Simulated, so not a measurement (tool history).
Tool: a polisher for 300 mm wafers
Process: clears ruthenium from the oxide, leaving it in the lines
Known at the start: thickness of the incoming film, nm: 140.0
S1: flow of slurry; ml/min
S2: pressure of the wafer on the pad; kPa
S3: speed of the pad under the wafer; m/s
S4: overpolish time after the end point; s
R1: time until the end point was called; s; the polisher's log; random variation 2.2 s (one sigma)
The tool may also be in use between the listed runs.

run,hour,S1,S2,S3,S4,R1
1,0,130,15.2,0.76,7,124.95
2,4.7,130,14.5,0.76,7,130.99
3,5.4,130,14.5,0.92,7,107.39
4,10.4,160,14.5,0.92,7,104.76
5,12.2,160,13.1,0.9,7,118.32
6,12.8,160,11.7,0.9,7,128.47
7,16.5,160,11,0.88,7,142.22
8,25.2,160,10.3,0.88,7,151.07

Forecast run 9:
9,32.9,160,9.7,0.88,7,?

{"run 9": {"R1": 161.65}}
